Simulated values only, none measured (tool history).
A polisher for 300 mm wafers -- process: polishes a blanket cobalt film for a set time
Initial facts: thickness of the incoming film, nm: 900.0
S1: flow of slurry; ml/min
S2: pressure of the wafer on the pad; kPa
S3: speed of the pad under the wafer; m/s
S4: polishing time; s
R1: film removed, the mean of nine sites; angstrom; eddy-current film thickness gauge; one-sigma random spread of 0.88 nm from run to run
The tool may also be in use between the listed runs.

Run 1, day 0: S1 170 ml/min, S2 15.9 kPa, S3 1.04 m/s, S4 22 s. Result: R1 1173 angstrom.
Run 2, day 0.033: S1 165 ml/min, S2 15.9 kPa, S3 1.04 m/s, S4 22 s. Result: R1 1162.3 angstrom.
Run 3, day 0.371: S1 165 ml/min, S2 15.9 kPa, S3 1.04 m/s, S4 20 s. Result: R1 1059.5 angstrom.
Run 4, day 0.629: S1 165 ml/min, S2 15.9 kPa, S3 1.3 m/s, S4 20 s. Result: R1 1319.1 angstrom.
Run 5, day 0.792: S1 160 ml/min, S2 15.2 kPa, S3 1.3 m/s, S4 20 s. Result: R1 1256.5 angstrom.
Run 6, day 0.988: S1 155 ml/min, S2 14.5 kPa, S3 1.3 m/s, S4 20 s. Result: R1 1189.2 angstrom.

Estimate the outcome of run 7 from the log above:
At day 1.192: slurry nozzle cleaned.
Run 7, day 1.192: S1 150 ml/min, S2 14.5 kPa, S3 1.3 m/s, S4 20 s. Result: R1 ?.

Run 7 gave R1 1271.3 angstrom.

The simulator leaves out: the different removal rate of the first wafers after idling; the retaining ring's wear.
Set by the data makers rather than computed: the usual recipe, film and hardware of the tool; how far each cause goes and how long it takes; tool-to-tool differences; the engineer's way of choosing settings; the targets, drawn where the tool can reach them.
